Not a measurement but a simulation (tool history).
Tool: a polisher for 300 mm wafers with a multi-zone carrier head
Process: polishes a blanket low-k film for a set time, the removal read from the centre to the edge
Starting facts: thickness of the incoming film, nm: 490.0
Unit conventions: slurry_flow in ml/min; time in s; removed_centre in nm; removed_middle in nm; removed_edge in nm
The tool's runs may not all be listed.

| run | day | slurry_flow | centre_zone | middle_zone | edge_zone | slurry_solids | time | removed_centre | removed_middle | removed_edge |
|---|---|---|---|---|---|---|---|---|---|---|
| 1 | 0.000 | 265 | 1.00 | 1.00 | 1.00 | 1.00 | 64 | 17.616 | 17.664 | 17.664 |
| 2 | 0.125 | 265 | 1.00 | 1.00 | 1.00 | 0.90 | 64 | 16.674 | 16.663 | 16.619 |
| 3 | 0.267 | 255 | 0.96 | 1.00 | 0.96 | 0.85 | 64 | 15.859 | 16.560 | 15.767 |
| 4 | 0.375 | 255 | 0.96 | 1.00 | 0.96 | 0.65 | 64 | 13.964 | 14.665 | 14.225 |
| 5 | 0.588 | 255 | 0.96 | 1.00 | 0.96 | 0.85 | 64 | 15.656 | 16.272 | 15.957 |
| 6 | 0.833 | 255 | 1.02 | 1.00 | 0.96 | 0.85 | 64 | 16.590 | 16.598 | 16.007 |
| 7 | 1.012 | 245 | 0.97 | 1.00 | 0.94 | 0.80 | 64 | 15.435 | 16.154 | 15.286 |
| 8 | 1.262 | 240 | 0.93 | 1.00 | 0.93 | 0.75 | 64 | 14.553 | 15.455 | 14.948 |

Run 9 has not been measured yet. What should we expect?
| 9 | 1.371 | 240 | 0.90 | 1.01 | 0.92 | 0.70 | 64 | ? | ? | ? |

removed_centre: 13.646 nm
removed_middle: 14.779 nm
removed_edge: 14.290 nm
